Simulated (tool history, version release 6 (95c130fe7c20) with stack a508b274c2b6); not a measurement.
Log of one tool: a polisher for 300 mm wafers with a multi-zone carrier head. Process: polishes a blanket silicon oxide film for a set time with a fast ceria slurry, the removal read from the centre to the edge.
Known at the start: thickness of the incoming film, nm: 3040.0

| run | hour | flow of slurry (ml/min) | pressure of the head's centre zone | pressure of the head's middle zone | pressure of the head's edge zone | polishing time (s) | film removed at the wafer's centre (nm) | film removed at mid-radius (nm) | film removed at the wafer's edge (nm) |
|---|---|---|---|---|---|---|---|---|---|
| 1 | 0.0 | 135 | 1.00 | 1.00 | 1.00 | 80 | 676.50 | 680.68 | 686.69 |
| 2 | 2.8 | 135 | 1.00 | 1.00 | 1.00 | 68 | 584.36 | 573.93 | 586.99 |
| 3 | 9.6 | 135 | 1.00 | 1.00 | 1.07 | 68 | 587.21 | 583.91 | 618.44 |
| 4 | 10.2 | 135 | 1.00 | 1.09 | 1.07 | 68 | 593.56 | 608.43 | 607.89 |
| 5 | 14.6 | 125 | 0.98 | 1.09 | 1.07 | 68 | 551.81 | 605.41 | 609.12 |
| 6 | 19.4 | 120 | 0.98 | 1.09 | 1.06 | 68 | 555.45 | 600.67 | 606.63 |
| 7 | 21.2 | 115 | 0.98 | 1.09 | 1.05 | 68 | 549.76 | 606.93 | 588.40 |

Forecast run 8:
| 8 | 25.5 | 110 | 0.97 | 1.07 | 1.05 | 68 | ? | ? | ? |

film removed at the wafer's centre (nm): 545.42
film removed at mid-radius (nm): 587.90
film removed at the wafer's edge (nm): 588.19

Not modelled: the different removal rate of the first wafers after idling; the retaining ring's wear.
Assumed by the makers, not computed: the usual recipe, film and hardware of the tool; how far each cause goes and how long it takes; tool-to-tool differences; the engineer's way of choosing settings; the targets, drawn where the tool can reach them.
